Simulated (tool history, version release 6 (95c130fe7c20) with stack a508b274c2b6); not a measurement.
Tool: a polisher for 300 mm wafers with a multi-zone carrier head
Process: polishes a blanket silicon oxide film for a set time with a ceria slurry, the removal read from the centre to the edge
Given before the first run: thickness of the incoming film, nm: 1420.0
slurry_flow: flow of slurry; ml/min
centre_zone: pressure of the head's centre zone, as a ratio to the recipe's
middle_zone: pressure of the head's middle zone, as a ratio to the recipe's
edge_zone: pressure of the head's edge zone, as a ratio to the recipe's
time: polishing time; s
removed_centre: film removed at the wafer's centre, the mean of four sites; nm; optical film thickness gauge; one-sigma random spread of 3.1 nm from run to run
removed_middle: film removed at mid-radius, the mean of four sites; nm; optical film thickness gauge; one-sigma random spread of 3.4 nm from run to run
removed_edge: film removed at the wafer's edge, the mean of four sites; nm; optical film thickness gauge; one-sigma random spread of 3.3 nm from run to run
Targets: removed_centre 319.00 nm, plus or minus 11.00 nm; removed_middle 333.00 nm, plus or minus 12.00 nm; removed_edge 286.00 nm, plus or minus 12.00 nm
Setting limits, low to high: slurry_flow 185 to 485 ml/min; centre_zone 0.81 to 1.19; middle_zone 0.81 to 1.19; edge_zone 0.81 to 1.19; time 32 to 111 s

run 1 hour=0.0 | slurry_flow=310 centre_zone=1.00 middle_zone=1.00 edge_zone=1.00 time=71 | removed_centre=243.53 removed_middle=251.44 removed_edge=258.14
run 2 hour=1.3 | slurry_flow=285 centre_zone=1.00 middle_zone=1.00 edge_zone=1.00 time=71 | removed_centre=246.59 removed_middle=254.38 removed_edge=253.47
run 3 hour=2.0 | slurry_flow=285 centre_zone=0.94 middle_zone=1.00 edge_zone=1.00 time=71 | removed_centre=230.12 removed_middle=248.63 removed_edge=254.07
run 4 hour=9.2 | slurry_flow=285 centre_zone=1.02 middle_zone=1.00 edge_zone=1.00 time=71 | removed_centre=245.26 removed_middle=249.98 removed_edge=252.58
run 5 hour=14.0 | slurry_flow=290 centre_zone=1.05 middle_zone=1.03 edge_zone=1.00 time=73 | removed_centre=263.55 removed_middle=269.80 removed_edge=263.00
run 6 hour=15.8 | slurry_flow=295 centre_zone=1.07 middle_zone=1.05 edge_zone=1.00 time=74 | removed_centre=275.56 removed_middle=273.21 removed_edge=259.61
run 7 hour=17.2 | slurry_flow=295 centre_zone=1.07 middle_zone=1.07 edge_zone=1.00 time=76 | removed_centre=277.35 removed_middle=284.43 removed_edge=273.88
run 8 hour=24.6 | slurry_flow=290 centre_zone=1.09 middle_zone=1.09 edge_zone=0.99 time=77 | removed_centre=290.07 removed_middle=290.19 removed_edge=273.13
run 9 hour=32.4 | slurry_flow=290 centre_zone=1.09 middle_zone=1.09 edge_zone=0.99 time=77 | removed_centre=291.01 removed_middle=292.45 removed_edge=267.51
run 10 hour=37.8 | slurry_flow=295 centre_zone=1.09 middle_zone=1.11 edge_zone=1.00 time=78 | removed_centre=297.87 removed_middle=299.02 removed_edge=280.79

Exercise: of the 5 proposed moves below, exactly one satisfies all targets within the stated allowed misses. Which move is it?
run A hour=43.2 | slurry_flow=470 centre_zone=1.13 middle_zone=1.02 edge_zone=1.19 time=70 | removed_centre=? removed_middle=? removed_edge=?
run B hour=43.2 | slurry_flow=315 centre_zone=1.05 middle_zone=1.10 edge_zone=1.04 time=75 | removed_centre=? removed_middle=? removed_edge=?
run C hour=43.2 | slurry_flow=285 centre_zone=1.10 middle_zone=1.16 edge_zone=0.92 time=84 | removed_centre=? removed_middle=? removed_edge=?
run D hour=43.2 | slurry_flow=250 centre_zone=0.98 middle_zone=1.19 edge_zone=0.97 time=84 | removed_centre=? removed_middle=? removed_edge=?
run E hour=43.2 | slurry_flow=310 centre_zone=0.98 middle_zone=1.16 edge_zone=0.96 time=85 | removed_centre=? removed_middle=? removed_edge=?

move=A removed_centre=288.94 removed_middle=258.23 removed_edge=276.19
move=B removed_centre=277.54 removed_middle=283.36 removed_edge=269.21
move=C removed_centre=322.02 removed_middle=326.71 removed_edge=281.83
move=D removed_centre=281.59 removed_middle=327.92 removed_edge=285.30
move=E removed_centre=293.00 removed_middle=333.83 removed_edge=292.96
A: lands further from the targets than the last run did
B: lands further from the targets than the last run did
C: each result inside its tolerance
D: puts the biggest miss on target and leaves a different result outside tolerance
E: puts the biggest miss on target and leaves a different result outside tolerance
So the answer is move C, the one that meets all the targets.
